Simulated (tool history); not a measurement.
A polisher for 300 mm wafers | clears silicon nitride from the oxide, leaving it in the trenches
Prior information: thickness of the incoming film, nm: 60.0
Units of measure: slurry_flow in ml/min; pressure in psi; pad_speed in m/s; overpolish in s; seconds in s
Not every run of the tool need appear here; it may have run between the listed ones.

| run | hour | slurry_flow | pressure | pad_speed | overpolish | seconds |
|---|---|---|---|---|---|---|
| 1 | 0 | 200 | 2.1 | 1.04 | 18 | 70.215 |
| 2 | 6.3 | 200 | 2.5 | 1.04 | 18 | 57.356 |
| 3 | 9.1 | 200 | 2.5 | 1.26 | 18 | 47.481 |
| 4 | 17.6 | 200 | 2.1 | 1.24 | 18 | 58.217 |
| 5 | 25.9 | 180 | 2.1 | 1.24 | 18 | 59.05 |
| 6 | 29.7 | 180 | 2.1 | 1.24 | 19 | 59.175 |
| 7 | 31.8 | 180 | 1.8 | 1.22 | 19 | 69.805 |
| 8 | 33.7 | 180 | 1.6 | 1.22 | 19 | 77.451 |
| 9 | 40.1 | 180 | 1.5 | 1.22 | 19 | 80.879 |

Run 10 comes next. What will it give?
| 10 | 43.2 | 180 | 1.5 | 1.22 | 19 | ? |

{"run 10": {"seconds": 84.921}}
